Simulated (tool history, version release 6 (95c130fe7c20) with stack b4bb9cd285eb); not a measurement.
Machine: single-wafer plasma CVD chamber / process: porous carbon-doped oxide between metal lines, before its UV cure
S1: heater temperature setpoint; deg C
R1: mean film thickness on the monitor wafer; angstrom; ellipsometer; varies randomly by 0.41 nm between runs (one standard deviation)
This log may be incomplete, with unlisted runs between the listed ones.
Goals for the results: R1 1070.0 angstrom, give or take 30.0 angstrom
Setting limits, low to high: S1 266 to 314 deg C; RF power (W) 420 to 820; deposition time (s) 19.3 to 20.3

run 1 hour=0.0 | S1=290 RF_power_(W)=620 deposition_time_(s)=20.3 | R1=1337.0
run 2 hour=1.5 | S1=290 RF_power_(W)=620 deposition_time_(s)=19.3 | R1=1277.4
run 3 hour=6.1 | S1=295 RF_power_(W)=600 deposition_time_(s)=19.3 | R1=1210.1
run 4 hour=8.7 | S1=295 RF_power_(W)=600 deposition_time_(s)=20.3 | R1=1277.8
run 5 hour=10.9 | S1=298 RF_power_(W)=570 deposition_time_(s)=20.2 | R1=1194.8
run 6 hour=11.9 | S1=301 RF_power_(W)=560 deposition_time_(s)=20.2 | R1=1158.2
run 7 hour=16.1 | S1=303 RF_power_(W)=555 deposition_time_(s)=20.2 | R1=1139.8
run 8 hour=18.8 | S1=305 RF_power_(W)=550 deposition_time_(s)=20.2 | R1=1126.6
run 9 hour=20.6 | S1=307 RF_power_(W)=545 deposition_time_(s)=20.2 | R1=1106.5

Exactly one of the 4 candidate moves below puts every result within its allowed miss. Which one?
run A hour=22.4 | S1=314 RF_power_(W)=590 deposition_time_(s)=20.3 | R1=?
run B hour=22.4 | S1=314 RF_power_(W)=580 deposition_time_(s)=19.3 | R1=?
run C hour=22.4 | S1=309 RF_power_(W)=555 deposition_time_(s)=20.3 | R1=?
run D hour=22.4 | S1=308 RF_power_(W)=560 deposition_time_(s)=20.3 | R1=?

move=A R1=1144.2
move=B R1=1075.2
move=C R1=1116.4
move=D R1=1130.0
A: the biggest miss grows against the last run
B: hits every target within its allowed miss
C: the biggest miss grows against the last run
D: the biggest miss grows against the last run
The right move is B.
